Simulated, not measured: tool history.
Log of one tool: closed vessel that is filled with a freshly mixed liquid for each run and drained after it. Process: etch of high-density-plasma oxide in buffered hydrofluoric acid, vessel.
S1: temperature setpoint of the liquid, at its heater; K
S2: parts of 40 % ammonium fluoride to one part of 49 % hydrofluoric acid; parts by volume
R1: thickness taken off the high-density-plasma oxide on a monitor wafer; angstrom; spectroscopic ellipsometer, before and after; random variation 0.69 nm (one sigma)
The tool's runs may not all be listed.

{"run": 1, "hour": 0.0, "S1": 294.15, "S2": 12, "time in the liquid (s)": 90, "R1": 915.41}
{"run": 2, "hour": 7.7, "S1": 294.15, "S2": 12, "time in the liquid (s)": 90, "R1": 921.39}
{"run": 3, "hour": 15.5, "S1": 296.65, "S2": 11.5, "time in the liquid (s)": 90, "R1": 1099.5}
{"run": 4, "hour": 24.7, "S1": 296.65, "S2": 13, "time in the liquid (s)": 90, "R1": 977.83}
{"run": 5, "hour": 28.7, "S1": 296.65, "S2": 13, "time in the liquid (s)": 100, "R1": 1084.6}
{"run": 6, "hour": 30.5, "S1": 293.65, "S2": 13, "time in the liquid (s)": 100, "R1": 914.31}

Run 7 comes next. What will it give?
{"run": 7, "hour": 36.7, "S1": 296.15, "S2": 12.5, "time in the liquid (s)": 100, "R1": "?"}

{"run 7": {"R1": 1101.1}}
